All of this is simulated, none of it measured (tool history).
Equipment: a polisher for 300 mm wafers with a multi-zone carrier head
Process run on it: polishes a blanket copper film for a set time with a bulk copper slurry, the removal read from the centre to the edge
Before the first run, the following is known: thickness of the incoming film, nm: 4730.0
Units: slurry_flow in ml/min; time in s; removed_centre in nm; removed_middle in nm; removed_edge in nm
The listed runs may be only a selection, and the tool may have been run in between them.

run,hour,slurry_flow,centre_zone,middle_zone,edge_zone,slurry_solids,time,removed_centre,removed_middle,removed_edge
1,0,155,1,1,1,1,56,681.43,675.71,723.99
2,7.6,190,1,1,1,1,56,701.47,713.07,719.57
3,16.1,190,1,1,1,1,62,785.44,776.01,775.95
4,24,190,1,0.97,1,1,62,769.33,762.58,806.19
5,28,190,1.01,0.94,0.97,0.85,55,676.11,639.01,682.35
6,34.7,170,1.01,0.94,0.97,0.85,55,654.85,637.64,677.15

Predict the results of run 7:
7,40,175,0.94,0.84,0.93,0.6,40,?,?,?

{"run 7": {"removed_centre": 408.24, "removed_middle": 388.99, "removed_edge": 432.38}}

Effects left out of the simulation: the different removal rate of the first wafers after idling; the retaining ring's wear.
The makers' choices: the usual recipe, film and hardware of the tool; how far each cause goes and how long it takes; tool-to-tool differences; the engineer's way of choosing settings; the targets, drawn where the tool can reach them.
